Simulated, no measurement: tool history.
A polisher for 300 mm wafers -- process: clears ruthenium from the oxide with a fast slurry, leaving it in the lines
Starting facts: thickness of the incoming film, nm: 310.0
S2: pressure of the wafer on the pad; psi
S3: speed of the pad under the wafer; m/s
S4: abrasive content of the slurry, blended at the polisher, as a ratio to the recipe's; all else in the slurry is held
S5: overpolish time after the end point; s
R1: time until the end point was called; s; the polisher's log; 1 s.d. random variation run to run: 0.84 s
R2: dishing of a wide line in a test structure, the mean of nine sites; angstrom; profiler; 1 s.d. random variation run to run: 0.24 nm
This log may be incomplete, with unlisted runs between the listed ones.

run 1 day=0 | flow_of_slurry_(ml/min)=275 S2=2.5 S3=1.2 S4=1 S5=9 | R1=79.083 R2=318.8
run 2 day=0.246 | flow_of_slurry_(ml/min)=275 S2=2.6 S3=1.2 S4=1 S5=8 | R1=76.23 R2=299.78
run 3 day=0.546 | flow_of_slurry_(ml/min)=275 S2=2.6 S3=1.22 S4=1 S5=7 | R1=76.408 R2=264.59
run 4 day=0.788 | flow_of_slurry_(ml/min)=275 S2=2.7 S3=1.24 S4=1 S5=6 | R1=74.202 R2=236.73
run 5 day=1.004 | flow_of_slurry_(ml/min)=275 S2=2.7 S3=1.34 S4=1 S5=6 | R1=66.863 R2=246.59
run 6 day=1.15 | flow_of_slurry_(ml/min)=275 S2=2.7 S3=1.36 S4=0.95 S5=6 | R1=69.734 R2=244.17
run 7 day=1.175 | flow_of_slurry_(ml/min)=275 S2=2.7 S3=1.38 S4=0.95 S5=5 | R1=69.803 R2=208.16
run 8 day=1.238 | flow_of_slurry_(ml/min)=275 S2=2.7 S3=1.4 S4=0.95 S5=5 | R1=66.596 R2=211.59

What will run 9 give?
run 9 day=1.496 | flow_of_slurry_(ml/min)=275 S2=2.7 S3=1.42 S4=0.95 S5=5 | R1=? R2=?

{"run 9": {"R1": 65.467, "R2": 214.01}}

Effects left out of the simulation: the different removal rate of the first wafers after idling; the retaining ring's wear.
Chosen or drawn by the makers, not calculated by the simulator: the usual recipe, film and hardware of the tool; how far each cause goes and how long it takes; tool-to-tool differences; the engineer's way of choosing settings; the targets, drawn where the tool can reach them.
